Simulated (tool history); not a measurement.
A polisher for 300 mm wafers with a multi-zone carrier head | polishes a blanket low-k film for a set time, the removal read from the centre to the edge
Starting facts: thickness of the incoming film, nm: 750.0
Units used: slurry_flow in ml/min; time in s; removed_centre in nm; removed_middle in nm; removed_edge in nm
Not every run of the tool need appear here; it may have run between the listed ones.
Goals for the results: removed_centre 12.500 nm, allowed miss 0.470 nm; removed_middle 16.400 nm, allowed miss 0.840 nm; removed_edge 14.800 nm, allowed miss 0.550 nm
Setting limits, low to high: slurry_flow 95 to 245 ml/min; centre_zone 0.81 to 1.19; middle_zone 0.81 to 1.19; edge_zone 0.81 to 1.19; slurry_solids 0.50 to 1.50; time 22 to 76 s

| run | hour | slurry_flow | centre_zone | middle_zone | edge_zone | slurry_solids | time | removed_centre | removed_middle | removed_edge |
|---|---|---|---|---|---|---|---|---|---|---|
| 1 | 0.0 | 155 | 1.00 | 1.00 | 1.00 | 1.00 | 49 | 13.652 | 13.924 | 14.012 |
| 2 | 6.8 | 155 | 1.08 | 1.00 | 1.00 | 1.00 | 49 | 14.577 | 13.854 | 14.168 |
| 3 | 8.3 | 155 | 1.08 | 1.00 | 0.96 | 1.00 | 49 | 15.019 | 13.828 | 13.872 |
| 4 | 16.9 | 155 | 1.06 | 1.01 | 0.97 | 1.00 | 49 | 14.772 | 14.359 | 13.888 |
| 5 | 22.4 | 120 | 1.06 | 1.01 | 0.97 | 1.00 | 49 | 13.164 | 12.847 | 13.200 |
| 6 | 24.5 | 120 | 1.06 | 1.01 | 0.94 | 1.00 | 49 | 13.143 | 12.981 | 12.693 |
| 7 | 32.2 | 120 | 1.05 | 1.03 | 0.95 | 1.00 | 49 | 13.013 | 13.167 | 12.883 |
| 8 | 34.9 | 120 | 1.04 | 1.04 | 0.96 | 1.00 | 49 | 13.022 | 13.171 | 12.868 |
| 9 | 38.0 | 120 | 1.02 | 1.05 | 0.97 | 1.00 | 49 | 12.769 | 13.192 | 13.013 |
| 10 | 44.0 | 120 | 1.00 | 1.06 | 0.97 | 1.00 | 49 | 12.022 | 13.288 | 13.177 |
| 11 | 50.3 | 165 | 0.98 | 1.16 | 1.00 | 1.10 | 49 | 14.127 | 16.737 | 14.473 |
| 12 | 55.3 | 160 | 0.97 | 1.16 | 1.01 | 1.10 | 49 | 13.963 | 16.328 | 14.558 |
| 13 | 60.6 | 160 | 0.96 | 1.16 | 1.01 | 1.10 | 49 | 13.613 | 16.374 | 14.679 |

Pick the move, out of 5, that brings all results within their allowed miss; only one does.
| A | 65.9 | 160 | 0.89 | 1.17 | 1.06 | 1.00 | 50 | ? | ? | ? |
| B | 65.9 | 130 | 0.94 | 1.11 | 0.94 | 0.80 | 59 | ? | ? | ? |
| C | 65.9 | 145 | 0.94 | 1.09 | 0.89 | 0.85 | 61 | ? | ? | ? |
| D | 65.9 | 130 | 0.84 | 1.19 | 0.97 | 1.30 | 49 | ? | ? | ? |
| E | 65.9 | 165 | 0.98 | 1.17 | 1.00 | 0.95 | 51 | ? | ? | ? |

| move | removed_centre | removed_middle | removed_edge |
|---|---|---|---|
| A | 12.607 | 16.486 | 14.684 |
| B | 13.535 | 16.178 | 14.559 |
| C | 14.894 | 17.429 | 15.345 |
| D | 11.723 | 16.664 | 14.313 |
| E | 14.079 | 16.679 | 14.404 |
A: all results in spec
B: an improvement on the last run, though not all results are within tolerance
C: lands further from the targets than the last run did
D: the result that was furthest off in the last run now lies on the other side of its target
E: lands further from the targets than the last run did
The move that meets every target is A.
